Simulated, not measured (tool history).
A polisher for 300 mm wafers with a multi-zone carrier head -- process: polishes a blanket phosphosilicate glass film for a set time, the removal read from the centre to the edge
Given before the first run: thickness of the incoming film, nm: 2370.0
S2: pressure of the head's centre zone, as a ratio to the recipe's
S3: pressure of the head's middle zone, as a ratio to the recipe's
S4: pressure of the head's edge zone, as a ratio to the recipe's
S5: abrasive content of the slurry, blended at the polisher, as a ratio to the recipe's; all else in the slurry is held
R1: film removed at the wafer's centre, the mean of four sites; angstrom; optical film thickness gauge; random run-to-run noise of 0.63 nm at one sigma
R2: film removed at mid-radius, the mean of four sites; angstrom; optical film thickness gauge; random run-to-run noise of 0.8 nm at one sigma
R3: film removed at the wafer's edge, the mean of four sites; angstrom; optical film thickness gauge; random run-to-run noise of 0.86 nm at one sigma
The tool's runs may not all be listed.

run 1 day=0.000 | flow_of_slurry_(ml/min)=130 S2=1.00 S3=1.00 S4=1.00 S5=1.00 polishing_time_(s)=31 | R1=1464.3 R2=1480.1 R3=1483.9
run 2 day=0.092 | flow_of_slurry_(ml/min)=130 S2=1.00 S3=1.00 S4=1.00 S5=1.00 polishing_time_(s)=37 | R1=1746.4 R2=1790.6 R3=1791.3
run 3 day=0.133 | flow_of_slurry_(ml/min)=130 S2=1.00 S3=1.06 S4=1.00 S5=1.00 polishing_time_(s)=37 | R1=1742.7 R2=1854.3 R3=1764.8
run 4 day=0.412 | flow_of_slurry_(ml/min)=145 S2=1.00 S3=1.06 S4=1.00 S5=1.00 polishing_time_(s)=37 | R1=1763.5 R2=1905.4 R3=1794.2
run 5 day=0.500 | flow_of_slurry_(ml/min)=130 S2=0.96 S3=1.02 S4=0.96 S5=0.85 polishing_time_(s)=34 | R1=1386.2 R2=1546.8 R3=1488.2
run 6 day=0.817 | flow_of_slurry_(ml/min)=140 S2=0.96 S3=1.02 S4=0.96 S5=0.85 polishing_time_(s)=34 | R1=1442.8 R2=1557.5 R3=1494.6

Estimate the outcome of run 7 from the log above:
run 7 day=0.838 | flow_of_slurry_(ml/min)=135 S2=0.94 S3=0.99 S4=0.93 S5=0.75 polishing_time_(s)=32 | R1=? R2=? R3=?

For run 7 the tool returned R1 1213.7 angstrom, R2 1332.5 angstrom, R3 1300.7 angstrom.
